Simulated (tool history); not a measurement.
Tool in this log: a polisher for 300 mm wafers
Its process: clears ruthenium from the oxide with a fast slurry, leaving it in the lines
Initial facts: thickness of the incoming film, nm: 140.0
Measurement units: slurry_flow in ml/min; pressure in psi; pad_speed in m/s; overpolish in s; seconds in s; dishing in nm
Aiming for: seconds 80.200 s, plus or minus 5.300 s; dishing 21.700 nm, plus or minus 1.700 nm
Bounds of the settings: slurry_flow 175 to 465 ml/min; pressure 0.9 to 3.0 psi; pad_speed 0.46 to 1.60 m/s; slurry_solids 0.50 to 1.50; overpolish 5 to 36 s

run,hour,slurry_flow,pressure,pad_speed,slurry_solids,overpolish,seconds,dishing
1,0.0,295,1.9,1.02,1.00,18,50.486,26.224
2,7.8,295,1.7,1.00,1.00,18,55.843,25.963
3,14.8,295,1.6,0.98,1.00,17,60.441,23.409
4,18.3,295,1.6,0.98,1.00,10,57.105,16.544
5,26.6,295,1.5,0.98,1.00,12,61.610,18.677
6,27.8,295,1.8,0.98,1.00,12,52.073,20.288
# hour 33.0: slurry blender recalibrated
7,33.0,295,1.7,0.96,1.00,14,51.299,22.397
8,36.0,295,1.7,0.96,1.00,14,51.763,22.841
9,44.0,295,1.6,0.94,1.00,15,53.752,23.191
10,51.0,295,1.0,0.78,0.95,20,88.216,20.993

Next run, 5 choices. One meets every target within its allowed miss, the rest don't. Which?
A,58.0,330,0.9,0.74,0.95,20,?,?
B,58.0,255,0.9,0.80,1.05,21,?,?
C,58.0,330,1.3,0.58,1.10,21,?,?
D,58.0,340,0.9,0.68,0.90,25,?,?
E,58.0,335,0.9,0.68,0.90,27,?,?

move,seconds,dishing
A,94.601,20.020
B,89.032,21.512
C,81.933,22.664
D,101.560,22.102
E,101.690,23.156
A: misses by more than the last run did
B: misses by more than the last run did
C: each result inside its tolerance
D: misses by more than the last run did
E: misses by more than the last run did
Answer: C
